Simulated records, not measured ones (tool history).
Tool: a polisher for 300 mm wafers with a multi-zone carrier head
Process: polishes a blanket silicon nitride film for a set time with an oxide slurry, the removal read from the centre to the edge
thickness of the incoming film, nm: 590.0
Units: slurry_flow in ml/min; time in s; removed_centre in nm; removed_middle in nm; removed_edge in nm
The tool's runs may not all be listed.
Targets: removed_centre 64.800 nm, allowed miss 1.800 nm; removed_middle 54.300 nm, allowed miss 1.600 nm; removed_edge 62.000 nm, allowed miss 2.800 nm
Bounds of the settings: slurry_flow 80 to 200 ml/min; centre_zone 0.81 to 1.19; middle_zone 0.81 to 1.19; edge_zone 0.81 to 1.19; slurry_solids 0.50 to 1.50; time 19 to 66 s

run	hour	slurry_flow	centre_zone	middle_zone	edge_zone	slurry_solids	time	removed_centre	removed_middle	removed_edge
1	0.0	130	1.00	1.00	1.00	1.00	42	55.430	49.857	49.597
2	4.8	130	1.00	1.00	1.08	1.00	42	54.976	49.698	51.324
3	11.6	140	1.00	0.99	1.10	1.05	42	57.963	50.831	52.841
4	13.4	140	0.92	0.99	1.10	1.05	42	52.278	49.849	52.891
5	17.7	140	0.92	0.91	1.10	1.05	42	52.508	47.686	53.883
6	20.3	145	0.93	0.91	1.11	1.10	42	54.425	49.602	54.094
7	27.1	145	0.94	0.89	1.12	1.15	42	56.074	49.265	56.115
8	34.3	150	0.95	0.89	1.13	1.15	42	56.877	49.127	56.352
9	42.2	155	0.96	0.89	1.14	1.20	42	59.388	50.688	56.926
10	43.9	155	0.96	0.89	1.15	1.25	42	60.087	51.704	59.184
11	52.4	185	0.98	0.89	1.17	1.25	42	62.106	52.741	59.293

5 next moves are on the table. One of them brings every result within its allowed miss. Which?
A	60.9	185	1.12	0.97	1.11	1.25	41	?	?	?
B	60.9	175	1.00	0.83	1.07	1.35	44	?	?	?
C	60.9	190	0.98	0.82	1.16	1.40	42	?	?	?
D	60.9	130	1.00	0.81	1.19	1.25	49	?	?	?
E	60.9	200	0.94	0.83	1.09	1.50	42	?	?	?

move	removed_centre	removed_middle	removed_edge
A	69.579	54.347	55.876
B	67.924	53.946	60.286
C	65.155	52.338	61.224
D	70.006	55.094	66.853
E	64.473	54.367	61.012
A: takes the result that was furthest off past its target
B: takes the result that was furthest off past its target
C: brings the result that was furthest off to its target, and leaves another outside
D: takes the result that was furthest off past its target
E: meets every target
Answer: E
